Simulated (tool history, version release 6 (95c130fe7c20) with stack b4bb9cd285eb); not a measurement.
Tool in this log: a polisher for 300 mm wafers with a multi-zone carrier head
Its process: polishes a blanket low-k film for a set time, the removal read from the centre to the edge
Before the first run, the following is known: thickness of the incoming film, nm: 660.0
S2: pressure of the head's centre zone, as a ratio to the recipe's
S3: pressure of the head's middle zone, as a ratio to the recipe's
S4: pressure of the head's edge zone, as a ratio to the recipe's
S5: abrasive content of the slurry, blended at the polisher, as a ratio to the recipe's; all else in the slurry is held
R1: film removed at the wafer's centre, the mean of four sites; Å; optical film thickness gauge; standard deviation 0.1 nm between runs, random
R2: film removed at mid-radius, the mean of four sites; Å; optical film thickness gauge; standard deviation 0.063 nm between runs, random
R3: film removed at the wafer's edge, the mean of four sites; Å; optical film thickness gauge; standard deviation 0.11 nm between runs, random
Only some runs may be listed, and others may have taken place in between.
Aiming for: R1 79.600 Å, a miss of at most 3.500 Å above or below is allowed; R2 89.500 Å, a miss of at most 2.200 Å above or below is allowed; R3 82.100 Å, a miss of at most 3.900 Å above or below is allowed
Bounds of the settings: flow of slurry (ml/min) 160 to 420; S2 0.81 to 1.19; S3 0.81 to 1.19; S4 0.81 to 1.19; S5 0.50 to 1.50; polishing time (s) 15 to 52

Run 1, day 0.000: flow of slurry (ml/min) 270, S2 1.00, S3 1.00, S4 1.00, S5 1.00, polishing time (s) 33. Result: R1 134.860 Å, R2 132.190 Å, R3 135.670 Å.
Run 2, day 0.088: flow of slurry (ml/min) 270, S2 0.98, S3 1.01, S4 0.96, S5 0.90, polishing time (s) 32. Result: R1 124.790 Å, R2 125.200 Å, R3 120.040 Å.
Run 3, day 0.350: flow of slurry (ml/min) 260, S2 0.94, S3 1.00, S4 0.95, S5 0.80, polishing time (s) 31. Result: R1 108.020 Å, R2 112.180 Å, R3 111.350 Å.
Run 4, day 0.612: flow of slurry (ml/min) 265, S2 0.92, S3 1.00, S4 0.92, S5 0.75, polishing time (s) 30. Result: R1 98.706 Å, R2 107.700 Å, R3 104.600 Å.
Run 5, day 0.725: flow of slurry (ml/min) 265, S2 0.92, S3 1.05, S4 0.92, S5 0.75, polishing time (s) 30. Result: R1 99.455 Å, R2 112.200 Å, R3 105.130 Å.
Run 6, day 0.767: flow of slurry (ml/min) 265, S2 0.87, S3 1.05, S4 0.92, S5 0.75, polishing time (s) 30. Result: R1 93.967 Å, R2 111.270 Å, R3 104.320 Å.
Run 7, day 1.071: flow of slurry (ml/min) 270, S2 0.88, S3 1.04, S4 0.90, S5 0.70, polishing time (s) 29. Result: R1 88.614 Å, R2 103.320 Å, R3 97.785 Å.
Run 8, day 1.229: flow of slurry (ml/min) 270, S2 0.89, S3 1.04, S4 0.88, S5 0.65, polishing time (s) 29. Result: R1 88.103 Å, R2 100.910 Å, R3 93.089 Å.
Run 9, day 1.579: flow of slurry (ml/min) 270, S2 0.89, S3 1.04, S4 0.88, S5 0.65, polishing time (s) 29. Result: R1 85.899 Å, R2 100.420 Å, R3 95.350 Å.
Run 10, day 1.933: flow of slurry (ml/min) 260, S2 0.93, S3 1.04, S4 0.81, S5 0.50, polishing time (s) 27. Result: R1 74.261 Å, R2 81.613 Å, R3 72.734 Å.
Run 11, day 2.100: flow of slurry (ml/min) 280, S2 0.93, S3 1.04, S4 0.83, S5 0.50, polishing time (s) 27. Result: R1 74.877 Å, R2 81.949 Å, R3 74.099 Å.
Run 12, day 2.246: flow of slurry (ml/min) 280, S2 0.93, S3 1.05, S4 0.85, S5 0.50, polishing time (s) 27. Result: R1 76.096 Å, R2 83.647 Å, R3 75.745 Å.
Run 13, day 2.346: flow of slurry (ml/min) 285, S2 0.93, S3 1.06, S4 0.87, S5 0.50, polishing time (s) 27. Result: R1 76.289 Å, R2 85.306 Å, R3 76.341 Å.
Run 14, day 2.525: flow of slurry (ml/min) 285, S2 0.93, S3 1.06, S4 0.89, S5 0.50, polishing time (s) 27. Result: R1 75.705 Å, R2 83.671 Å, R3 76.707 Å.
Run 15, day 2.596: flow of slurry (ml/min) 290, S2 0.93, S3 1.07, S4 0.90, S5 0.50, polishing time (s) 27. Result: R1 76.148 Å, R2 85.082 Å, R3 77.247 Å.
Run 16, day 2.638: flow of slurry (ml/min) 290, S2 0.93, S3 1.07, S4 0.91, S5 0.50, polishing time (s) 27. Result: R1 73.898 Å, R2 84.828 Å, R3 77.249 Å.

Consider the 4 candidate settings below. Which is the only one whose results all fall within their allowed miss of target?
Run A, day 2.679: flow of slurry (ml/min) 290, S2 0.90, S3 1.10, S4 0.83, S5 0.60, polishing time (s) 27. Result: R1 ?, R2 ?, R3 ?.
Run B, day 2.679: flow of slurry (ml/min) 355, S2 0.96, S3 1.05, S4 0.90, S5 0.65, polishing time (s) 23. Result: R1 ?, R2 ?, R3 ?.
Run C, day 2.679: flow of slurry (ml/min) 265, S2 0.95, S3 1.10, S4 0.95, S5 0.75, polishing time (s) 23. Result: R1 ?, R2 ?, R3 ?.
Run D, day 2.679: flow of slurry (ml/min) 285, S2 1.08, S3 1.18, S4 0.81, S5 0.50, polishing time (s) 28. Result: R1 ?, R2 ?, R3 ?.

move      R1      R2      R3
   A  78.635  94.990  82.994
   B  75.539  82.049  77.135
   C  77.722  88.945  82.838
   D  89.666  95.587  77.829
A: pushes the last run's worst result past its target
B: further off than the last run
C: each result inside its tolerance
D: pushes the last run's worst result past its target
Correct choice: C, which meets every target

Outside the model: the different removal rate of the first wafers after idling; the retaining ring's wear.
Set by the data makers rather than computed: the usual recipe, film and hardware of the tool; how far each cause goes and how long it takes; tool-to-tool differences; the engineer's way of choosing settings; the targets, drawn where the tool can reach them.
